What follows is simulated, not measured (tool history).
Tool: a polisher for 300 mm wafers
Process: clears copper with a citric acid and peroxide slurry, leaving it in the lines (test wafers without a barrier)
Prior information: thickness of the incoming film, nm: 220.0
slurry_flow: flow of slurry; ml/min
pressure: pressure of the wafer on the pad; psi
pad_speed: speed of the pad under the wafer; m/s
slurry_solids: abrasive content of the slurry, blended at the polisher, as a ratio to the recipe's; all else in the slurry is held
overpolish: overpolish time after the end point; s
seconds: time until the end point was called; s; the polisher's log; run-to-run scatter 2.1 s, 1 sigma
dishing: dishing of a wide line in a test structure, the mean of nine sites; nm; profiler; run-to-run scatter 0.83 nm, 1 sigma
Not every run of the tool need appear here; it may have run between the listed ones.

| run | day | slurry_flow | pressure | pad_speed | slurry_solids | overpolish | seconds | dishing |
|---|---|---|---|---|---|---|---|---|
| 1 | 0 | 265 | 2.6 | 1.34 | 1 | 20 | 79.896 | 40.202 |
| 2 | 0.096 | 265 | 2.6 | 1.34 | 1.2 | 20 | 78.278 | 39.11 |
| 3 | 0.346 | 265 | 2.5 | 1.32 | 1.2 | 21 | 80.816 | 40.358 |
| 4 | 0.458 | 265 | 2.5 | 1.52 | 1.2 | 21 | 75.637 | 41.096 |
| 5 | 0.792 | 295 | 2.5 | 1.52 | 1.2 | 21 | 75.235 | 44.173 |
| 6 | 0.938 | 295 | 2.4 | 1.48 | 1.2 | 22 | 76.03 | 42.103 |
| 7 | 1.171 | 285 | 2.3 | 1.42 | 1.2 | 23 | 82.966 | 41.056 |
| 8 | 1.329 | 285 | 2.2 | 1.38 | 1.2 | 24 | 88.868 | 42.001 |
| 9 | 1.612 | 285 | 2.1 | 1.36 | 1.2 | 24 | 93.244 | 40.318 |
| 10 | 1.762 | 285 | 2 | 1.34 | 1.2 | 24 | 100.1 | 36.025 |
| 11 | 2.075 | 285 | 1.9 | 1.34 | 1.2 | 25 | 103.5 | 37.12 |
| 12 | 2.108 | 285 | 1.8 | 1.34 | 1.2 | 26 | 108.84 | 37.76 |
| 13 | 2.142 | 285 | 1.7 | 1.34 | 1.2 | 26 | 116.1 | 34.829 |
| 14 | 2.504 | 280 | 1.7 | 1.34 | 1.2 | 26 | 115.98 | 34.794 |

Estimate the outcome of run 15 from the log above:
| 15 | 2.725 | 275 | 1.7 | 1.34 | 1.2 | 26 | ? | ? |

{"run 15": {"seconds": 115.73, "dishing": 35.036}}

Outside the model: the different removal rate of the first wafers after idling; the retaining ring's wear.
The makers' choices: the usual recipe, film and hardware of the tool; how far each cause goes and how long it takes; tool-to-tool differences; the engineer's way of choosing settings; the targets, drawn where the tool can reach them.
